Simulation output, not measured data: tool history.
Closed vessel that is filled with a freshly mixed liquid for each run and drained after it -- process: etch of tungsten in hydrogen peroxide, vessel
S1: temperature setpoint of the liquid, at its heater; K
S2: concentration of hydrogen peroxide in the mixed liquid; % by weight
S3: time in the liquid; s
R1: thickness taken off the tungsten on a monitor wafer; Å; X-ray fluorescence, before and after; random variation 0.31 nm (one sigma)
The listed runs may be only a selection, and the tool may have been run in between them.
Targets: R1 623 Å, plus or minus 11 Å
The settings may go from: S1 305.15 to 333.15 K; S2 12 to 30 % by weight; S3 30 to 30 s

| run | hour | S1 | S2 | S3 | R1 |
|---|---|---|---|---|---|
| 1 | 0 | 317.15 | 22 | 30 | 274.38 |
| 2 | 1.1 | 321.65 | 22 | 30 | 363.96 |
| 3 | 2.7 | 324.65 | 22 | 30 | 436.08 |
| 4 | 9.5 | 327.15 | 22 | 30 | 505.73 |
| 5 | 12.7 | 328.15 | 22 | 30 | 534.41 |
| 6 | 20.6 | 328.15 | 17.5 | 30 | 479.85 |
| 7 | 28.1 | 328.15 | 17.5 | 30 | 482.06 |
| 8 | 35.3 | 329.65 | 17.5 | 30 | 521.77 |
| 9 | 41.8 | 333.15 | 17.5 | 30 | 644.43 |

Next run, 4 choices. One meets every target within its allowed miss, the rest don't. Which?
| A | 48.3 | 331.65 | 19.5 | 30 | ? |
| B | 48.3 | 333.15 | 18 | 30 | ? |
| C | 48.3 | 330.65 | 24 | 30 | ? |
| D | 48.3 | 332.65 | 19.5 | 30 | ? |

| move | R1 |
|---|---|
| A | 619.96 |
| B | 649.55 |
| C | 648.9 |
| D | 656.89 |
A: in spec on every target
B: lands further from the targets than the last run did
C: lands further from the targets than the last run did
D: lands further from the targets than the last run did
A is the move that brings every result within its allowed miss.
